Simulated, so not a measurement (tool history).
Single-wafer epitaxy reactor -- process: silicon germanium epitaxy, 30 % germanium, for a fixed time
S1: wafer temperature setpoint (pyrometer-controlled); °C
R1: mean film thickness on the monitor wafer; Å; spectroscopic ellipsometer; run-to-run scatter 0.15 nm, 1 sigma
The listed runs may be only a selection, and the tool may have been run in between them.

run 1 hour=0 | S1=590 chamber_pressure_(Pa)=1907 | R1=435.5
run 2 hour=1.1 | S1=582 chamber_pressure_(Pa)=1907 | R1=367.59
run 3 hour=2.3 | S1=582 chamber_pressure_(Pa)=1680 | R1=355.49
run 4 hour=6.7 | S1=587 chamber_pressure_(Pa)=1680 | R1=395.02
run 5 hour=14.4 | S1=587 chamber_pressure_(Pa)=1440 | R1=381.94
run 6 hour=17.4 | S1=592 chamber_pressure_(Pa)=1440 | R1=424.3
run 7 hour=21.2 | S1=595 chamber_pressure_(Pa)=1440 | R1=452.05
run 8 hour=22.5 | S1=597 chamber_pressure_(Pa)=1440 | R1=471.69

Run 9, settings as shown, results not yet in. Your forecast:
run 9 hour=27.6 | S1=599 chamber_pressure_(Pa)=1440 | R1=?

{"run 9": {"R1": 490.35}}
